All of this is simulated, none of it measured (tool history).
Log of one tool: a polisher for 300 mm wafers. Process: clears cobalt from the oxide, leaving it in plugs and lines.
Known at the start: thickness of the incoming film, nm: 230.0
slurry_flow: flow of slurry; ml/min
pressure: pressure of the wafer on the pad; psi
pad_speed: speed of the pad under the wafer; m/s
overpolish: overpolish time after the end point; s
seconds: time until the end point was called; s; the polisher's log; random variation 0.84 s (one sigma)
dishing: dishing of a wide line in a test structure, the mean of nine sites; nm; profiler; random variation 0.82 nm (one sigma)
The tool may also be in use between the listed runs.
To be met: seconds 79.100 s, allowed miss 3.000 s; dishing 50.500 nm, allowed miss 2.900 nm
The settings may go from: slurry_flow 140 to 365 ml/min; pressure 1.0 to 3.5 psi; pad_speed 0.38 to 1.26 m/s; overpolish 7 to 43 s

Run 1, hour 0.0: slurry_flow 235 ml/min, pressure 2.2 psi, pad_speed 0.82 m/s, overpolish 22 s. Result: seconds 65.242 s, dishing 45.959 nm.
Run 2, hour 3.4: slurry_flow 235 ml/min, pressure 1.7 psi, pad_speed 0.82 m/s, overpolish 22 s. Result: seconds 82.499 s, dishing 40.205 nm.
Run 3, hour 4.5: slurry_flow 235 ml/min, pressure 1.7 psi, pad_speed 0.82 m/s, overpolish 23 s. Result: seconds 85.406 s, dishing 41.464 nm.
Run 4, hour 12.4: slurry_flow 235 ml/min, pressure 1.7 psi, pad_speed 0.82 m/s, overpolish 17 s. Result: seconds 84.863 s, dishing 33.841 nm.
Run 5, hour 21.2: slurry_flow 235 ml/min, pressure 2.2 psi, pad_speed 0.82 m/s, overpolish 17 s. Result: seconds 65.619 s, dishing 39.367 nm.
Run 6, hour 21.8: slurry_flow 235 ml/min, pressure 2.2 psi, pad_speed 0.82 m/s, overpolish 18 s. Result: seconds 65.321 s, dishing 41.413 nm.
Run 7, hour 22.5: slurry_flow 235 ml/min, pressure 2.2 psi, pad_speed 0.82 m/s, overpolish 19 s. Result: seconds 65.567 s, dishing 41.834 nm.
Run 8, hour 23.5: slurry_flow 235 ml/min, pressure 2.2 psi, pad_speed 0.82 m/s, overpolish 20 s. Result: seconds 66.852 s, dishing 44.155 nm.
Run 9, hour 29.4: slurry_flow 235 ml/min, pressure 2.2 psi, pad_speed 0.82 m/s, overpolish 20 s. Result: seconds 65.678 s, dishing 44.965 nm.
Run 10, hour 32.2: slurry_flow 235 ml/min, pressure 2.2 psi, pad_speed 0.82 m/s, overpolish 21 s. Result: seconds 64.644 s, dishing 45.549 nm.
Run 11, hour 33.4: slurry_flow 235 ml/min, pressure 2.2 psi, pad_speed 0.82 m/s, overpolish 22 s. Result: seconds 66.107 s, dishing 46.758 nm.
Run 12, hour 35.0: slurry_flow 235 ml/min, pressure 2.2 psi, pad_speed 0.82 m/s, overpolish 22 s. Result: seconds 67.048 s, dishing 46.076 nm.
Run 13, hour 36.1: slurry_flow 235 ml/min, pressure 2.2 psi, pad_speed 0.82 m/s, overpolish 23 s. Result: seconds 66.165 s, dishing 46.304 nm.
Run 14, hour 38.9: slurry_flow 235 ml/min, pressure 2.2 psi, pad_speed 0.82 m/s, overpolish 24 s. Result: seconds 66.287 s, dishing 47.808 nm.
Run 15, hour 46.2: slurry_flow 235 ml/min, pressure 2.2 psi, pad_speed 0.82 m/s, overpolish 25 s. Result: seconds 65.524 s, dishing 48.639 nm.
Run 16, hour 47.1: slurry_flow 230 ml/min, pressure 1.7 psi, pad_speed 0.82 m/s, overpolish 32 s. Result: seconds 83.957 s, dishing 49.397 nm.

Which of these 4 next moves meets every target?
Run A, hour 48.0: slurry_flow 250 ml/min, pressure 1.3 psi, pad_speed 1.00 m/s, overpolish 32 s. Result: seconds ?, dishing ?.
Run B, hour 48.0: slurry_flow 260 ml/min, pressure 2.4 psi, pad_speed 0.58 m/s, overpolish 33 s. Result: seconds ?, dishing ?.
Run C, hour 48.0: slurry_flow 250 ml/min, pressure 1.5 psi, pad_speed 0.82 m/s, overpolish 38 s. Result: seconds ?, dishing ?.
Run D, hour 48.0: slurry_flow 215 ml/min, pressure 1.6 psi, pad_speed 0.92 m/s, overpolish 27 s. Result: seconds ?, dishing ?.

move  seconds  dishing
   A   92.261   46.795
   B   81.280   50.328
   C   95.813   49.909
   D   83.211   45.157
A: further off than the last run
B: meets every target
C: further off than the last run
D: further off than the last run
Move B is the one to make.

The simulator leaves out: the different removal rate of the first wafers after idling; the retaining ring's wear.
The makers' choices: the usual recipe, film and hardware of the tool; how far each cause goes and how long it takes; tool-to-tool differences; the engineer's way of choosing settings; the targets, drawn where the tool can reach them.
